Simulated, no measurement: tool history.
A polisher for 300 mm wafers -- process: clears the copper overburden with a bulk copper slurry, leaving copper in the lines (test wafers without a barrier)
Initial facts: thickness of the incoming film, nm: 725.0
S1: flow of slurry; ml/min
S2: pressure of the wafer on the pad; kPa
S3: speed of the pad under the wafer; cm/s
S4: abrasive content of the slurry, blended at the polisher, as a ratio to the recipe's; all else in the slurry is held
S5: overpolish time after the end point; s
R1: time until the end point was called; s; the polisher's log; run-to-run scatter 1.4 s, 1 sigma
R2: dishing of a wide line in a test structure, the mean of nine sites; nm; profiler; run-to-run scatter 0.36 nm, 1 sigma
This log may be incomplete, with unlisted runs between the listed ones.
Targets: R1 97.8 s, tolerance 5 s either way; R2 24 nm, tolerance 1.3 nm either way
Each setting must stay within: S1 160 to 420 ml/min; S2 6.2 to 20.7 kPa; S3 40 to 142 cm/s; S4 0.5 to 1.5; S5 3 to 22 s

run	hour	S1	S2	S3	S4	S5	R1	R2
1	0	270	13.1	90	1	11	116.69	24.072
2	6.8	295	13.1	90	1	11	119.49	23.388
3	11.7	295	13.1	90	0.9	11	120.32	23.555
4	12.5	295	13.8	90	0.9	11	114.55	23.314
5	20.5	295	13.8	90	0.9	14	119.96	24.008
6	22.6	300	14.5	90	0.9	13	110.08	24.742
7	24.3	300	14.5	90	0.9	13	112.07	24.861
8	33.2	305	14.5	90	0.9	12	109.68	24.524

Of the 4 settings listed for the next run, only one would bring every result within its allowed miss of target. Which one?
A	42.1	270	14.5	76	0.8	16	?	?
B	42.1	295	14.5	106	0.8	10	?	?
C	42.1	300	17.2	100	1	12	?	?
D	42.1	305	14.5	78	0.85	16	?	?

move	R1	R2
A	134.35	24.462
B	96.719	23.865
C	83.865	25.244
D	128.17	24.627
A: the biggest miss grows against the last run
B: in spec on every target
C: pushes the last run's worst result past its target
D: the biggest miss grows against the last run
B meets every target.
